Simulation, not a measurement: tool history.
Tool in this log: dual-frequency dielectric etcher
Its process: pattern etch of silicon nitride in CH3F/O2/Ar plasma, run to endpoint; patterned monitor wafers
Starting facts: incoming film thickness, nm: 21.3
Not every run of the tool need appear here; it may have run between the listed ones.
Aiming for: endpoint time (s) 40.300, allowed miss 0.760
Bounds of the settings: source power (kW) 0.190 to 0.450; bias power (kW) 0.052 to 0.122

| run | hour | source power (kW) | bias power (kW) | endpoint time (s) |
|---|---|---|---|---|
| 1 | 0.0 | 0.320 | 0.087 | 34.330 |
| 2 | 9.0 | 0.360 | 0.087 | 32.730 |
| 3 | 16.2 | 0.310 | 0.087 | 34.620 |
| 4 | 25.1 | 0.310 | 0.095 | 33.642 |
| 5 | 33.2 | 0.310 | 0.081 | 35.352 |
| 6 | 35.1 | 0.310 | 0.074 | 36.829 |
| 7 | 37.6 | 0.290 | 0.073 | 38.127 |
| 8 | 44.0 | 0.250 | 0.071 | 41.353 |

Exactly one of the 4 candidate moves below puts every result within its allowed miss. Which one?
| A | 50.4 | 0.240 | 0.070 | ? |
| B | 50.4 | 0.250 | 0.077 | ? |
| C | 50.4 | 0.250 | 0.066 | ? |
| D | 50.4 | 0.270 | 0.080 | ? |

| move | endpoint time (s) |
|---|---|
| A | 42.307 |
| B | 40.113 |
| C | 42.281 |
| D | 38.118 |
A: the biggest miss grows against the last run
B: each result inside its tolerance
C: the biggest miss grows against the last run
D: moves the result that the last run missed by most past its target, out the other side
Correct choice: B, which meets every target
